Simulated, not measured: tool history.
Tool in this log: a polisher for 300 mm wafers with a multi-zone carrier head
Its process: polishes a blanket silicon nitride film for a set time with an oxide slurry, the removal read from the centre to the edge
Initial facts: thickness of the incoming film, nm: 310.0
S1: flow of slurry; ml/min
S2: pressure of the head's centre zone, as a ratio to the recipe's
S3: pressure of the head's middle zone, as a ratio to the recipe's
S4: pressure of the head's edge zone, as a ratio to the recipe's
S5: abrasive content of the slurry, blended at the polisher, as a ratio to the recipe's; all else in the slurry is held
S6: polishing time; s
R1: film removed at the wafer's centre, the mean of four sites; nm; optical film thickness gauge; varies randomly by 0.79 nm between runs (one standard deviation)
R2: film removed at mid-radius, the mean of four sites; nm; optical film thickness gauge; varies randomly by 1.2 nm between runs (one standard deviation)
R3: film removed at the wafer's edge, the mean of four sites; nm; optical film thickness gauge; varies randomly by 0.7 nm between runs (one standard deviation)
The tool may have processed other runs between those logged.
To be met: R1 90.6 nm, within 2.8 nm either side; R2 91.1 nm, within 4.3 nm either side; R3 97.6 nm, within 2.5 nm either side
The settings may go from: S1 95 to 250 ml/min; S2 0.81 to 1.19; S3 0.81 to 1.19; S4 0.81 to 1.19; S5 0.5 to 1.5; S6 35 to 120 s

run 1 day=0 | S1=160 S2=1 S3=1 S4=1 S5=1 S6=77 | R1=69.526 R2=71.364 R3=71.472
run 2 day=0.304 | S1=160 S2=1 S3=1.07 S4=1 S5=1 S6=77 | R1=68.805 R2=75.375 R3=71.275
run 3 day=0.421 | S1=195 S2=1 S3=1.07 S4=1 S5=1 S6=77 | R1=72.123 R2=74.573 R3=72.895
run 4 day=0.792 | S1=195 S2=1 S3=1.07 S4=1.04 S5=1.1 S6=77 | R1=74.267 R2=81.273 R3=77.427
run 5 day=0.875 | S1=195 S2=1 S3=1.07 S4=1.04 S5=1 S6=77 | R1=71.452 R2=75.103 R3=74.072
run 6 day=1.129 | S1=195 S2=1 S3=1.07 S4=1.04 S5=1 S6=86 | R1=80.37 R2=83.315 R3=83.029
run 7 day=1.462 | S1=195 S2=1 S3=1.07 S4=1.04 S5=1 S6=86 | R1=80.539 R2=84.066 R3=83.844
run 8 day=1.717 | S1=200 S2=1.01 S3=1.06 S4=1.07 S5=1.05 S6=86 | R1=83.819 R2=84.106 R3=85.482
run 9 day=1.829 | S1=205 S2=1 S3=1.05 S4=1.1 S5=1.1 S6=86 | R1=83.878 R2=85.907 R3=89.339
run 10 day=2.062 | S1=210 S2=1 S3=1.05 S4=1.12 S5=1.15 S6=86 | R1=86.76 R2=90.615 R3=91.164
run 11 day=2.296 | S1=215 S2=1 S3=1.03 S4=1.14 S5=1.15 S6=86 | R1=87.14 R2=87.817 R3=93.113

Of the 5 settings listed for the next run, only one would bring every result within its allowed miss of target. Which one?
run A day=2.529 | S1=235 S2=0.92 S3=1.08 S4=1 S5=1.1 S6=93 | R1=? R2=? R3=?
run B day=2.529 | S1=170 S2=1.02 S3=1.03 S4=1.18 S5=1.25 S6=88 | R1=? R2=? R3=?
run C day=2.529 | S1=160 S2=1.06 S3=1.07 S4=1.12 S5=1.3 S6=86 | R1=? R2=? R3=?
run D day=2.529 | S1=220 S2=1.06 S3=1.08 S4=1.13 S5=1.35 S6=80 | R1=? R2=? R3=?
run E day=2.529 | S1=230 S2=1.05 S3=1.06 S4=1.09 S5=1.3 S6=81 | R1=? R2=? R3=?

move=A R1=86.419 R2=97.544 R3=94.22
move=B R1=90.797 R2=89.717 R3=98.627
move=C R1=92.639 R2=90.55 R3=94.509
move=D R1=91.76 R2=89.794 R3=92.44
move=E R1=91.315 R2=88.982 R3=91.04
A: better than the last run, though not everything is in spec
B: every result lands within tolerance
C: better than the last run, though not everything is in spec
D: further off than the last run
E: further off than the last run
Correct choice: B, which meets every target
